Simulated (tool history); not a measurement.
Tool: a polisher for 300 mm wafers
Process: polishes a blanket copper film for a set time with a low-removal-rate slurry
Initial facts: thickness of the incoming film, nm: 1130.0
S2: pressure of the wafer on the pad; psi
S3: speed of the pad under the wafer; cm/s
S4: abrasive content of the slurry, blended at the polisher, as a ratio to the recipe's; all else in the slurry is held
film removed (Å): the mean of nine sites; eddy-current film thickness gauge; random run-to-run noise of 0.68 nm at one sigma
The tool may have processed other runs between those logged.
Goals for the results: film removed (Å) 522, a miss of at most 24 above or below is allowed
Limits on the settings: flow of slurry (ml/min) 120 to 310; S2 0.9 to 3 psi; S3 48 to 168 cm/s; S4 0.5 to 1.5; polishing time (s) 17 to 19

run 1 hour=0 | flow_of_slurry_(ml/min)=200 S2=1.9 S3=108 S4=1 polishing_time_(s)=19 | film_removed_(Å)=322.09
run 2 hour=2.2 | flow_of_slurry_(ml/min)=225 S2=1.9 S3=108 S4=1 polishing_time_(s)=19 | film_removed_(Å)=321.67
run 3 hour=9.1 | flow_of_slurry_(ml/min)=225 S2=1.9 S3=108 S4=0.8 polishing_time_(s)=19 | film_removed_(Å)=316.88
run 4 hour=15.7 | flow_of_slurry_(ml/min)=225 S2=2.2 S3=110 S4=0.8 polishing_time_(s)=19 | film_removed_(Å)=363.71
run 5 hour=24.2 | flow_of_slurry_(ml/min)=225 S2=2.2 S3=88 S4=0.8 polishing_time_(s)=19 | film_removed_(Å)=291.53
run 6 hour=28.8 | flow_of_slurry_(ml/min)=225 S2=2.2 S3=78 S4=0.8 polishing_time_(s)=19 | film_removed_(Å)=263.23
run 7 hour=36.1 | flow_of_slurry_(ml/min)=225 S2=2.2 S3=78 S4=0.8 polishing_time_(s)=19 | film_removed_(Å)=263.01
-- hour=37.9 head pressure recalibrated
run 8 hour=37.9 | flow_of_slurry_(ml/min)=225 S2=2.5 S3=88 S4=0.8 polishing_time_(s)=19 | film_removed_(Å)=357.83
run 9 hour=46.4 | flow_of_slurry_(ml/min)=225 S2=2.7 S3=90 S4=0.8 polishing_time_(s)=19 | film_removed_(Å)=393.84
run 10 hour=50.5 | flow_of_slurry_(ml/min)=225 S2=2.8 S3=94 S4=0.8 polishing_time_(s)=19 | film_removed_(Å)=426.2
run 11 hour=57.6 | flow_of_slurry_(ml/min)=225 S2=2.9 S3=98 S4=0.8 polishing_time_(s)=19 | film_removed_(Å)=457.86
run 12 hour=63.2 | flow_of_slurry_(ml/min)=225 S2=2.9 S3=100 S4=0.8 polishing_time_(s)=19 | film_removed_(Å)=479.17

Which single option among these 4 for the next run brings every result within its allowed miss of target? Just one does.
run A hour=68.8 | flow_of_slurry_(ml/min)=285 S2=2.5 S3=106 S4=1 polishing_time_(s)=19 | film_removed_(Å)=?
run B hour=68.8 | flow_of_slurry_(ml/min)=235 S2=3 S3=88 S4=0.8 polishing_time_(s)=19 | film_removed_(Å)=?
run C hour=68.8 | flow_of_slurry_(ml/min)=225 S2=3 S3=92 S4=0.8 polishing_time_(s)=19 | film_removed_(Å)=?
run D hour=68.8 | flow_of_slurry_(ml/min)=215 S2=2.8 S3=118 S4=0.7 polishing_time_(s)=19 | film_removed_(Å)=?

move=A film_removed_(Å)=449.76
move=B film_removed_(Å)=421.52
move=C film_removed_(Å)=437.99
move=D film_removed_(Å)=509.66
A: the biggest miss grows against the last run
B: the biggest miss grows against the last run
C: the biggest miss grows against the last run
D: meets every target
Go with D: it meets all targets.
